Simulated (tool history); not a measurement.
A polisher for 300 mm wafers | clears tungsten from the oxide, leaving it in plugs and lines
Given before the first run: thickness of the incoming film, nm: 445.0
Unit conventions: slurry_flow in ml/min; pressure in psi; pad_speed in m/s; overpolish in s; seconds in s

run 1 day=0 | slurry_flow=185 pressure=2.3 pad_speed=0.94 slurry_solids=1 overpolish=8 | seconds=146.45
run 2 day=0.146 | slurry_flow=190 pressure=2.5 pad_speed=0.94 slurry_solids=1 overpolish=8 | seconds=139.8
run 3 day=0.4 | slurry_flow=190 pressure=2.7 pad_speed=0.94 slurry_solids=1 overpolish=8 | seconds=129.78
run 4 day=0.646 | slurry_flow=190 pressure=2.8 pad_speed=0.94 slurry_solids=1 overpolish=8 | seconds=129.37
run 5 day=0.821 | slurry_flow=190 pressure=3 pad_speed=0.94 slurry_solids=1 overpolish=8 | seconds=121.73
run 6 day=0.883 | slurry_flow=190 pressure=3 pad_speed=0.94 slurry_solids=1 overpolish=8 | seconds=123.07

What will run 7 give?
run 7 day=1.183 | slurry_flow=190 pressure=3.1 pad_speed=0.94 slurry_solids=1 overpolish=8 | seconds=?

Logged for run 7: seconds 119.1 s.
